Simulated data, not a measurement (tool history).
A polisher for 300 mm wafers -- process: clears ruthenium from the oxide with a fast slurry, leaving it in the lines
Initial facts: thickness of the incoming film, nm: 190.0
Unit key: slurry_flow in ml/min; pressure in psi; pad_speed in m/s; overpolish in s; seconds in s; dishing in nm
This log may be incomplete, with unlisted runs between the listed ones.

| run | hour | slurry_flow | pressure | pad_speed | slurry_solids | overpolish | seconds | dishing |
|---|---|---|---|---|---|---|---|---|
| 1 | 0 | 165 | 3.1 | 0.9 | 1 | 25 | 45.164 | 75.797 |
| 2 | 1.8 | 165 | 3.1 | 0.9 | 1.2 | 25 | 41.447 | 85.113 |
| 3 | 9.2 | 165 | 3.1 | 0.9 | 1.2 | 35 | 42.099 | 103.64 |
| 4 | 9.9 | 165 | 3.4 | 0.9 | 1.2 | 35 | 37.215 | 114.25 |
| 5 | 17.3 | 190 | 3.4 | 0.9 | 1.2 | 35 | 37.331 | 111.78 |
|  | 23.5 | slurry blender recalibrated |
| 6 | 23.5 | 160 | 3.4 | 0.9 | 1.2 | 35 | 32.921 | 121.13 |
| 7 | 27.3 | 170 | 2.9 | 0.88 | 1.15 | 32 | 39.724 | 103.5 |
| 8 | 32.6 | 200 | 2.4 | 0.72 | 0.95 | 27 | 60.345 | 65.294 |
| 9 | 33.6 | 200 | 2.1 | 0.62 | 0.95 | 27 | 74.36 | 53.707 |

The next listed run, before its measurement:
| 10 | 39.5 | 180 | 1.9 | 0.6 | 0.95 | 28 | ? | ? |

{"run 10": {"seconds": 84.124, "dishing": 50.984}}
